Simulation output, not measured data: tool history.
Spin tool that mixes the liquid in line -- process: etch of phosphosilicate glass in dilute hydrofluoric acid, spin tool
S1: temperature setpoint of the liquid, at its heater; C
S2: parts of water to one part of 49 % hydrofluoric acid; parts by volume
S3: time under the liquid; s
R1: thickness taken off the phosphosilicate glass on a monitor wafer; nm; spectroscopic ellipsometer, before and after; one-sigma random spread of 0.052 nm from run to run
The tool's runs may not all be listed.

{"run": 1, "day": 0.0, "S1": 24.0, "S2": 235, "S3": 30, "R1": 9.036}
{"run": 2, "day": 0.342, "S1": 24.0, "S2": 175, "S3": 30, "R1": 12.841}
{"run": 3, "day": 0.488, "S1": 22.0, "S2": 175, "S3": 30, "R1": 11.928}
{"run": 4, "day": 0.775, "S1": 22.0, "S2": 175, "S3": 30, "R1": 11.906}
{"run": 5, "day": 1.033, "S1": 25.0, "S2": 175, "S3": 30, "R1": 13.424}
{"run": 6, "day": 1.3, "S1": 24.0, "S2": 185, "S3": 30, "R1": 11.95}
{"run": 7, "day": 1.642, "S1": 23.0, "S2": 195, "S3": 30, "R1": 10.734}
{"run": 8, "day": 1.892, "S1": 22.0, "S2": 200, "S3": 30, "R1": 10.184}
{"run": 9, "day": 2.146, "S1": 21.5, "S2": 205, "S3": 30, "R1": 9.7264}
{"run": 10, "day": 2.296, "S1": 21.0, "S2": 210, "S3": 30, "R1": 9.2342}
{"run": 11, "day": 2.508, "S1": 20.5, "S2": 215, "S3": 30, "R1": 8.8823}

For run 12, what comes out?
{"run": 12, "day": 2.833, "S1": 17.0, "S2": 255, "S3": 30, "R1": "?"}

Run 12 yielded R1 6.3339 nm.
